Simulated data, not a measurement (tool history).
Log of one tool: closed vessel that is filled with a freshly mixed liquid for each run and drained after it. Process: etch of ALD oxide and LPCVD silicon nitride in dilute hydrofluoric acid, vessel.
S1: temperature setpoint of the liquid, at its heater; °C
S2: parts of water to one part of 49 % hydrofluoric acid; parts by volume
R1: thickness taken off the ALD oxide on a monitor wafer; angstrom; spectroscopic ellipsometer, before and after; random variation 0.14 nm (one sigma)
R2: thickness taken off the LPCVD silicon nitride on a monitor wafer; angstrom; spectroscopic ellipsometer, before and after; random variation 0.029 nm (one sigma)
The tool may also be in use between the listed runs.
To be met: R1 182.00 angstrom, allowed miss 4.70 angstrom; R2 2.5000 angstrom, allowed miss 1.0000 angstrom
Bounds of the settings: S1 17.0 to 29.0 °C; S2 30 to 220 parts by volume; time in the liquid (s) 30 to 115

Run 1, hour 0.0: S1 21.0 °C, S2 125 parts by volume, time in the liquid (s) 60. Result: R1 124.64 angstrom, R2 1.5375 angstrom.
Run 2, hour 1.3: S1 21.0 °C, S2 125 parts by volume, time in the liquid (s) 50. Result: R1 104.09 angstrom, R2 1.5862 angstrom.
Run 3, hour 6.1: S1 24.0 °C, S2 125 parts by volume, time in the liquid (s) 50. Result: R1 119.08 angstrom, R2 1.9687 angstrom.
Run 4, hour 13.4: S1 25.5 °C, S2 125 parts by volume, time in the liquid (s) 50. Result: R1 125.69 angstrom, R2 1.9722 angstrom.
Run 5, hour 21.3: S1 26.0 °C, S2 120 parts by volume, time in the liquid (s) 50. Result: R1 133.25 angstrom, R2 2.0641 angstrom.
Run 6, hour 27.1: S1 26.5 °C, S2 115 parts by volume, time in the liquid (s) 50. Result: R1 142.75 angstrom, R2 1.9271 angstrom.
Run 7, hour 32.6: S1 29.0 °C, S2 95 parts by volume, time in the liquid (s) 50. Result: R1 196.93 angstrom, R2 3.5359 angstrom.
Run 8, hour 41.1: S1 28.5 °C, S2 95 parts by volume, time in the liquid (s) 50. Result: R1 191.94 angstrom, R2 2.8843 angstrom.

5 next moves are on the table. One of them brings every result within its allowed miss. Which?
Run A, hour 49.6: S1 22.5 °C, S2 65 parts by volume, time in the liquid (s) 45. Result: R1 ?, R2 ?.
Run B, hour 49.6: S1 21.5 °C, S2 70 parts by volume, time in the liquid (s) 45. Result: R1 ?, R2 ?.
Run C, hour 49.6: S1 22.5 °C, S2 100 parts by volume, time in the liquid (s) 60. Result: R1 ?, R2 ?.
Run D, hour 49.6: S1 23.0 °C, S2 60 parts by volume, time in the liquid (s) 40. Result: R1 ?, R2 ?.
Run E, hour 49.6: S1 22.0 °C, S2 90 parts by volume, time in the liquid (s) 55. Result: R1 ?, R2 ?.

move      R1      R2
   A  203.47  3.4044
   B  180.19  2.9582
   C  168.98  2.9740
   D  201.28  3.3857
   E  170.69  2.9237
A: further off than the last run
B: meets every target
C: takes the result that was furthest off past its target
D: further off than the last run
E: takes the result that was furthest off past its target
Answer: B

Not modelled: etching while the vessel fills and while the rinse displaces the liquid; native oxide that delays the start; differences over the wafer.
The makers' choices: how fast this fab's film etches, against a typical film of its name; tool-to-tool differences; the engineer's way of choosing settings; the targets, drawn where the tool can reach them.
